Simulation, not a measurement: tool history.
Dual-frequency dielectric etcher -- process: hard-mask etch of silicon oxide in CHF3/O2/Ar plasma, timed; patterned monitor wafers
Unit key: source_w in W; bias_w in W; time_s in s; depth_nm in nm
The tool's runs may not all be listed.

run  hour  source_w  bias_w  time_s  depth_nm
  1     0       610     212    18.5    34.728
  2   3.5       570     209    18.5    33.824
  3   7.3       530     209    18.5    32.964
  4   9.3       510     207    18.5    32.334
  5  16.7       510     207    16.5    28.858
  6  24.8       540     209    16.5    29.544
  7  29.2       570     211    16.5    30.239

What will run 8 give?
  8  32.1       590     213    16.5         ?

depth_nm: 30.713 nm
